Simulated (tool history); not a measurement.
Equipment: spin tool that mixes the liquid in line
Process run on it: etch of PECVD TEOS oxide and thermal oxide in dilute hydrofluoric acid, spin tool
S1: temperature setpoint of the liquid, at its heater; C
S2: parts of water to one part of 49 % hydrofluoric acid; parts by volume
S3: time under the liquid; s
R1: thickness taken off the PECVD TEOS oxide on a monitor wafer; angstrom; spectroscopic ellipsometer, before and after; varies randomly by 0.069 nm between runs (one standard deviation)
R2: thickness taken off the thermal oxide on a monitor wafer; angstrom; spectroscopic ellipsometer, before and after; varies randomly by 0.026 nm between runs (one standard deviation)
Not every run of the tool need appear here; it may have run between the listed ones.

run,hour,S1,S2,S3,R1,R2
1,0,24,285,180,104.25,25.159
2,3.9,24,285,210,121.11,29.171
3,10.4,24,285,130,75.26,17.881
4,17.4,24.5,285,130,75.85,18.181
5,25.7,24.5,285,175,103.11,25.056
6,34.4,24.5,220,175,144.11,34.857
7,39.7,23.5,225,175,134.01,32.111
8,45.9,23,230,175,128.04,30.751
9,54,22.5,235,175,123.37,29.676
10,54.9,22.5,235,175,121.41,29.676
11,58.7,22,240,175,117.49,28.447
12,62,21.5,240,175,113.59,28.166

Expected results for the next run?
13,70.6,21.5,245,175,?,?

R1: 112.77 angstrom
R2: 26.887 angstrom
